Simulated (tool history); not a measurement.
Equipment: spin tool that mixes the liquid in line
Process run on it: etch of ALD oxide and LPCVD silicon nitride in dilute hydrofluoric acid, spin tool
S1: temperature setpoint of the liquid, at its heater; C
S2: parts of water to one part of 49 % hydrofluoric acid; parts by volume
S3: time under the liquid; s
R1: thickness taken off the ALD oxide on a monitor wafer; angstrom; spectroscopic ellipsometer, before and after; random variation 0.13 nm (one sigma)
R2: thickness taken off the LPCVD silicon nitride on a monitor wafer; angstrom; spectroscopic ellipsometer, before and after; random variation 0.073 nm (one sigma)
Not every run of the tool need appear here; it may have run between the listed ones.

Run 1, hour 0.0: S1 23.0 C, S2 115 parts by volume, S3 180 s. Result: R1 164.26 angstrom, R2 7.7394 angstrom.
Run 2, hour 5.3: S1 23.0 C, S2 80 parts by volume, S3 180 s. Result: R1 242.22 angstrom, R2 11.0960 angstrom.
Run 3, hour 6.6: S1 20.5 C, S2 80 parts by volume, S3 180 s. Result: R1 221.49 angstrom, R2 9.8354 angstrom.
Run 4, hour 10.1: S1 21.5 C, S2 80 parts by volume, S3 180 s. Result: R1 230.82 angstrom, R2 8.9045 angstrom.
Run 5, hour 13.2: S1 21.5 C, S2 45 parts by volume, S3 180 s. Result: R1 422.68 angstrom, R2 17.5370 angstrom.
Run 6, hour 17.0: S1 21.5 C, S2 45 parts by volume, S3 230 s. Result: R1 537.19 angstrom, R2 22.1310 angstrom.
Run 7, hour 18.3: S1 21.0 C, S2 50 parts by volume, S3 230 s. Result: R1 478.18 angstrom, R2 19.0430 angstrom.
Run 8, hour 22.4: S1 21.0 C, S2 55 parts by volume, S3 230 s. Result: R1 430.28 angstrom, R2 16.9620 angstrom.
Run 9, hour 28.2: S1 21.0 C, S2 55 parts by volume, S3 230 s. Result: R1 430.71 angstrom, R2 17.0150 angstrom.
Run 10, hour 30.6: S1 21.0 C, S2 60 parts by volume, S3 230 s. Result: R1 390.03 angstrom, R2 14.9440 angstrom.
Run 11, hour 33.7: S1 21.0 C, S2 60 parts by volume, S3 225 s. Result: R1 384.54 angstrom, R2 15.2070 angstrom.
Run 12, hour 41.7: S1 20.5 C, S2 70 parts by volume, S3 220 s. Result: R1 309.61 angstrom, R2 14.0500 angstrom.
Run 13, hour 49.4: S1 19.5 C, S2 70 parts by volume, S3 220 s. Result: R1 299.16 angstrom, R2 12.3880 angstrom.
At hour 57.2: hydrofluoric acid flow meter replaced.
Run 14, hour 57.2: S1 19.0 C, S2 70 parts by volume, S3 220 s. Result: R1 265.64 angstrom, R2 10.1790 angstrom.
Run 15, hour 61.4: S1 20.0 C, S2 75 parts by volume, S3 220 s. Result: R1 259.28 angstrom, R2 11.1550 angstrom.
Run 16, hour 64.1: S1 20.5 C, S2 75 parts by volume, S3 225 s. Result: R1 271.22 angstrom, R2 11.1070 angstrom.

Predict the results of run 17:
Run 17, hour 70.9: S1 20.5 C, S2 75 parts by volume, S3 225 s. Result: R1 ?, R2 ?.

Run 17 produced R1 270.66 angstrom, R2 12.3800 angstrom.
